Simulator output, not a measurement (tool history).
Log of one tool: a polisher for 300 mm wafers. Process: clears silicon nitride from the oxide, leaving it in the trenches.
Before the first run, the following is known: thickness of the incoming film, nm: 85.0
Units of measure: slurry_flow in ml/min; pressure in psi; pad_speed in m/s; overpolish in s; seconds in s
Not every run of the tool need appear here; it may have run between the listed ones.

run	hour	slurry_flow	pressure	pad_speed	overpolish	seconds
1	0	165	2.4	1.08	6	82.281
2	3.7	160	2	0.92	6	114.25
3	6.7	190	2	0.92	6	111.58
4	13.8	210	2	0.92	6	112.17
5	17	185	2	0.92	6	112.92
6	22.3	185	1.7	0.8	6	149.48
7	25.6	185	1.5	0.76	6	179.55
8	27.8	185	1.4	0.76	6	192

Forecast run 9:
9	33.7	175	1.1	0.72	6	?

Logged for run 9: seconds 259.8 s.
